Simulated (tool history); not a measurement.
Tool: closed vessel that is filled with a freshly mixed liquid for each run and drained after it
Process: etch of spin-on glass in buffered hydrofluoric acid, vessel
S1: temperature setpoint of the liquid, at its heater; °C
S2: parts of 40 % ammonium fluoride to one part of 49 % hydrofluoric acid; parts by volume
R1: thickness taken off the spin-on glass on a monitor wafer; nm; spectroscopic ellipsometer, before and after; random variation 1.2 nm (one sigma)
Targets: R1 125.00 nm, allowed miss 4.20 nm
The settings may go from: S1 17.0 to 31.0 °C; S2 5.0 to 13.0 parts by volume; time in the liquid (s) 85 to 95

Run 1, hour 0.0: S1 23.0 °C, S2 8.0 parts by volume, time in the liquid (s) 85. Result: R1 217.90 nm.
Run 2, hour 5.4: S1 23.0 °C, S2 8.0 parts by volume, time in the liquid (s) 85. Result: R1 219.03 nm.
Run 3, hour 14.6: S1 21.5 °C, S2 8.5 parts by volume, time in the liquid (s) 85. Result: R1 187.72 nm.
Run 4, hour 20.6: S1 20.5 °C, S2 9.0 parts by volume, time in the liquid (s) 85. Result: R1 167.43 nm.
Run 5, hour 22.6: S1 20.5 °C, S2 9.0 parts by volume, time in the liquid (s) 95. Result: R1 191.35 nm.
Run 6, hour 28.3: S1 20.5 °C, S2 9.0 parts by volume, time in the liquid (s) 95. Result: R1 185.07 nm.
Run 7, hour 36.2: S1 19.5 °C, S2 9.5 parts by volume, time in the liquid (s) 95. Result: R1 173.60 nm.
Run 8, hour 42.5: S1 19.0 °C, S2 10.0 parts by volume, time in the liquid (s) 95. Result: R1 161.05 nm.
Run 9, hour 44.1: S1 18.5 °C, S2 10.5 parts by volume, time in the liquid (s) 95. Result: R1 149.78 nm.

5 next moves are on the table. One of them brings every result within its allowed miss. Which?
Run A, hour 45.7: S1 18.0 °C, S2 9.5 parts by volume, time in the liquid (s) 95. Result: R1 ?.
Run B, hour 45.7: S1 17.0 °C, S2 12.5 parts by volume, time in the liquid (s) 95. Result: R1 ?.
Run C, hour 45.7: S1 17.5 °C, S2 10.5 parts by volume, time in the liquid (s) 90. Result: R1 ?.
Run D, hour 45.7: S1 17.0 °C, S2 11.5 parts by volume, time in the liquid (s) 95. Result: R1 ?.
Run E, hour 45.7: S1 17.0 °C, S2 11.5 parts by volume, time in the liquid (s) 85. Result: R1 ?.

move      R1
   A  157.28
   B  115.67
   C  133.70
   D  125.51
   E  112.30
A: further off than the last run
B: takes the result that was furthest off past its target
C: nearer than the last run, and not there yet
D: meets every target
E: takes the result that was furthest off past its target
Move D is the one to make.
